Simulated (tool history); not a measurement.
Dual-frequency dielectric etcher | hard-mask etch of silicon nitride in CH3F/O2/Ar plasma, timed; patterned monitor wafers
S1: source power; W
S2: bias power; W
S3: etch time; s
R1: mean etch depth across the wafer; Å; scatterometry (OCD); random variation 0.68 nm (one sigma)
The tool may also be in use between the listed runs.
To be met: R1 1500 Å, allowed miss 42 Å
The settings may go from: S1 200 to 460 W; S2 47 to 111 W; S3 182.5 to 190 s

Run 1, hour 0: S1 330 W, S2 79 W, S3 182.5 s. Result: R1 1286.6 Å.
Run 2, hour 5.5: S1 290 W, S2 79 W, S3 182.5 s. Result: R1 1233.1 Å.
Run 3, hour 11.9: S1 290 W, S2 79 W, S3 190 s. Result: R1 1278.8 Å.
Run 4, hour 18.2: S1 250 W, S2 79 W, S3 190 s. Result: R1 1212.8 Å.
At hour 20.4: wet clean of the chamber.
Run 5, hour 20.4: S1 220 W, S2 79 W, S3 190 s. Result: R1 1125.4 Å.
Run 6, hour 25.5: S1 220 W, S2 79 W, S3 190 s. Result: R1 1118.1 Å.
Run 7, hour 26.7: S1 250 W, S2 81 W, S3 190 s. Result: R1 1189 Å.
Run 8, hour 31.3: S1 310 W, S2 91 W, S3 190 s. Result: R1 1352.8 Å.
Run 9, hour 32.9: S1 320 W, S2 92 W, S3 190 s. Result: R1 1372.5 Å.
Run 10, hour 38.2: S1 330 W, S2 93 W, S3 190 s. Result: R1 1392.2 Å.
Run 11, hour 39: S1 340 W, S2 94 W, S3 190 s. Result: R1 1433.2 Å.

Which of these 5 next moves meets every target?
Run A, hour 39.8: S1 260 W, S2 111 W, S3 187.5 s. Result: R1 ?.
Run B, hour 39.8: S1 380 W, S2 96 W, S3 190 s. Result: R1 ?.
Run C, hour 39.8: S1 340 W, S2 91 W, S3 188.5 s. Result: R1 ?.
Run D, hour 39.8: S1 330 W, S2 97 W, S3 185.5 s. Result: R1 ?.
Run E, hour 39.8: S1 330 W, S2 98 W, S3 185.5 s. Result: R1 ?.

move      R1
   A  1360.8
   B  1490.3
   C  1386.8
   D  1386.9
   E  1392.9
A: further off than the last run
B: meets every target
C: further off than the last run
D: further off than the last run
E: further off than the last run
Move B is the one to make.
